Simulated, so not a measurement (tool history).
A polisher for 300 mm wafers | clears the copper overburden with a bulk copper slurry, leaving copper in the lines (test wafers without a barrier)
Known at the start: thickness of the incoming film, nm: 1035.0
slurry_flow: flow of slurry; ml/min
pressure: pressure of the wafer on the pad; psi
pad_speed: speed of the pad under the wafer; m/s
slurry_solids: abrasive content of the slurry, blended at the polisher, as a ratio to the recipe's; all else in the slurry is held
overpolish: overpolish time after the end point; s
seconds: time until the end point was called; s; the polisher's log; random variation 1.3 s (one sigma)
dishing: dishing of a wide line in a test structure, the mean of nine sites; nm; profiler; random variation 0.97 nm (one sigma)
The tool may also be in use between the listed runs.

Run 1, hour 0: slurry_flow 135 ml/min, pressure 1.8 psi, pad_speed 1.2 m/s, slurry_solids 1, overpolish 10 s. Result: seconds 135.86 s, dishing 46.588 nm.
Run 2, hour 8.3: slurry_flow 135 ml/min, pressure 1.8 psi, pad_speed 1 m/s, slurry_solids 1, overpolish 10 s. Result: seconds 161.87 s, dishing 40.095 nm.
Run 3, hour 12.6: slurry_flow 145 ml/min, pressure 1.8 psi, pad_speed 1 m/s, slurry_solids 1, overpolish 10 s. Result: seconds 159.69 s, dishing 40.406 nm.
Run 4, hour 13.6: slurry_flow 145 ml/min, pressure 1.8 psi, pad_speed 1 m/s, slurry_solids 1.15, overpolish 10 s. Result: seconds 154.5 s, dishing 41.284 nm.
Run 5, hour 15: slurry_flow 145 ml/min, pressure 1.8 psi, pad_speed 1.26 m/s, slurry_solids 1.15, overpolish 10 s. Result: seconds 123.5 s, dishing 49.388 nm.
Run 6, hour 20.2: slurry_flow 150 ml/min, pressure 1.9 psi, pad_speed 1.26 m/s, slurry_solids 1.15, overpolish 9 s. Result: seconds 116.82 s, dishing 47.733 nm.
Run 7, hour 25.5: slurry_flow 150 ml/min, pressure 1.9 psi, pad_speed 1.26 m/s, slurry_solids 1.15, overpolish 9 s. Result: seconds 118.49 s, dishing 47.824 nm.
Run 8, hour 28.5: slurry_flow 150 ml/min, pressure 2 psi, pad_speed 1.26 m/s, slurry_solids 1.15, overpolish 8 s. Result: seconds 113.96 s, dishing 46.072 nm.

Forecast run 9:
Run 9, hour 32.6: slurry_flow 150 ml/min, pressure 2.1 psi, pad_speed 1.26 m/s, slurry_solids 1.15, overpolish 8 s. Result: seconds ?, dishing ?.

Run 9 gave seconds 105.86 s, dishing 46.425 nm.
